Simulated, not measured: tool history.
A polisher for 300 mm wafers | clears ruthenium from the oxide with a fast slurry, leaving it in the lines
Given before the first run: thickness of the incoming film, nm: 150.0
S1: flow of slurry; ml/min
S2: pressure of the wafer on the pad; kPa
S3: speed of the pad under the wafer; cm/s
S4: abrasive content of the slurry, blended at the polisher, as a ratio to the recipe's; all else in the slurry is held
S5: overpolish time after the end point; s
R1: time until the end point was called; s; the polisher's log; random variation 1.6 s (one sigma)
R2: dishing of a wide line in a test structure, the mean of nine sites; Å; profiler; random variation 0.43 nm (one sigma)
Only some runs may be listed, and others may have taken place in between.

run,hour,S1,S2,S3,S4,S5,R1,R2
1,0.0,250,15.9,84,1.0,16,58.401,356.36
2,5.3,250,15.9,70,1.0,16,69.380,301.35
3,11.1,250,14.5,70,1.0,16,78.231,286.69
4,16.5,250,13.8,70,1.0,15,79.246,257.83
5,21.8,250,13.1,70,1.0,15,81.955,242.56
6,24.9,250,13.1,70,1.0,10,83.617,162.30
7,31.5,250,13.1,70,1.0,10,85.251,162.76
8,37.2,250,12.4,70,1.0,11,88.111,171.25

Run 9 comes next. What will it give?
9,39.1,250,12.4,70,1.0,12,?,?

Run 9 produced R1 87.657 s, R2 185.54 Å.
